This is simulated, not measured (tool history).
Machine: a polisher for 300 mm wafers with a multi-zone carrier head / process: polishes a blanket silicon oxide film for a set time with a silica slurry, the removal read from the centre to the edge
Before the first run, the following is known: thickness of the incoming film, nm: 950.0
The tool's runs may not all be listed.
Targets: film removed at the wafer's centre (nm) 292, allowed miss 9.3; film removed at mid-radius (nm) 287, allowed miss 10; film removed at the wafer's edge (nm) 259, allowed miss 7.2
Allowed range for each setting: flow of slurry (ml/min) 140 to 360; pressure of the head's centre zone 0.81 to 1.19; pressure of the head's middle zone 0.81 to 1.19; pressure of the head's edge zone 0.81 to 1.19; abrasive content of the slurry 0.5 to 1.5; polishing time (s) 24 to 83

run    day  flow of slurry (ml/min)  pressure of the head's centre zone  pressure of the head's middle zone  pressure of the head's edge zone  abrasive content of the slurry  polishing time (s)  film removed at the wafer's centre (nm)  film removed at mid-radius (nm)  film removed at the wafer's edge (nm)
  1      0                      230                                   1                                   1                                 1                               1                  53                                   151.97                           151.56                                 154.48
  2  0.188                      230                                   1                                   1                                 1                            0.85                  53                                   139.91                           137.97                                 141.66
  3  0.454                      230                                   1                                   1                              1.06                            0.85                  53                                   141.28                           137.71                                 145.88
  4  0.588                      185                                   1                                   1                              1.06                            0.85                  53                                   129.81                           130.99                                 138.93
  5  0.788                      205                                1.02                                1.02                              1.06                            0.95                  54                                    150.7                           147.47                                 154.07
  6  1.033                      205                                1.02                                1.02                              1.02                            0.95                  54                                   147.71                           148.36                                 152.03
  7  1.167                      220                                1.03                                1.04                              1.02                            1.05                  55                                   161.02                           166.68                                 164.66
  8  1.462                      235                                1.05                                1.05                              1.03                             1.1                  56                                    172.6                           173.82                                 174.03
  9  1.771                      250                                1.07                                1.06                              1.02                            1.15                  57                                   186.51                           180.45                                 180.82
 10  1.854                      260                                1.08                                1.08                              1.01                             1.2                  58                                   195.72                           195.76                                 187.45
 11  2.054                      310                                1.18                                1.13                              1.09                            1.45                  67                                   272.52                            258.5                                 242.98

Of the 4 settings listed for the next run, only one would bring every result within its allowed miss of target. Which one?
  A  2.254                      360                                1.09                                1.09                              0.92                            1.45                  75                                        ?                                ?                                      ?
  B  2.254                      350                                0.97                                1.08                              1.12                             1.5                  69                                        ?                                ?                                      ?
  C  2.254                      330                                1.12                                 1.1                              1.18                             1.5                  65                                        ?                                ?                                      ?
  D  2.254                      275                                1.12                                1.05                              1.16                             1.5                  62                                        ?                                ?                                      ?

move  film removed at the wafer's centre (nm)  film removed at mid-radius (nm)  film removed at the wafer's edge (nm)
   A                                   292.35                           285.64                                 259.81
   B                                   248.27                           263.17                                 265.74
   C                                   258.76                           249.68                                 255.59
   D                                   239.29                           222.68                                 236.92
A: meets every target
B: lands further from the targets than the last run did
C: lands further from the targets than the last run did
D: lands further from the targets than the last run did
The right move is A.

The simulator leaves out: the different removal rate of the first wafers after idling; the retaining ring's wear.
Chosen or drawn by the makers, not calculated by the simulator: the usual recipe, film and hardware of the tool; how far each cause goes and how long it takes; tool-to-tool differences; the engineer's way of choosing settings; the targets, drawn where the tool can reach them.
